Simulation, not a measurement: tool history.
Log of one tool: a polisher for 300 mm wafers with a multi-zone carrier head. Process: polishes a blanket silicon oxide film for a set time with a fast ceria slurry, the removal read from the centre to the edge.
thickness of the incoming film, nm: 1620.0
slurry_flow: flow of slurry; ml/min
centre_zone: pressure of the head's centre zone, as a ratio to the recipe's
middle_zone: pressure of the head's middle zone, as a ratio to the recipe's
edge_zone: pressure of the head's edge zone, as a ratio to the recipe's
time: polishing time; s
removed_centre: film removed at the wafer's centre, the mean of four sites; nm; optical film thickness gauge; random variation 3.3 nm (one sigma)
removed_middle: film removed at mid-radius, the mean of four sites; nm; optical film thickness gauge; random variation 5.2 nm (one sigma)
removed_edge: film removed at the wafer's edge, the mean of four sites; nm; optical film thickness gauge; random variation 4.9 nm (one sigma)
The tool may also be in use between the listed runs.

run	hour	slurry_flow	centre_zone	middle_zone	edge_zone	time	removed_centre	removed_middle	removed_edge
1	0.0	215	1.00	1.00	1.00	45	492.76	486.61	501.99
2	2.9	215	0.93	1.00	1.00	45	474.28	484.17	492.68
3	7.2	250	0.93	1.00	1.00	45	476.09	495.09	496.26
4	15.6	250	0.93	1.03	1.00	45	473.72	514.47	494.53
5	19.2	255	0.94	1.03	0.96	42	446.05	475.44	458.75
6	20.8	265	0.96	1.05	0.93	40	434.38	460.05	436.43
7	26.1	275	0.98	1.07	0.90	38	420.65	447.64	406.96
8	30.6	275	0.99	1.08	0.88	37	417.35	435.47	379.60

The next listed run, before its measurement:
9	37.8	265	0.98	1.07	0.86	37	?	?	?

{"run 9": {"removed_centre": 410.74, "removed_middle": 421.87, "removed_edge": 388.35}}
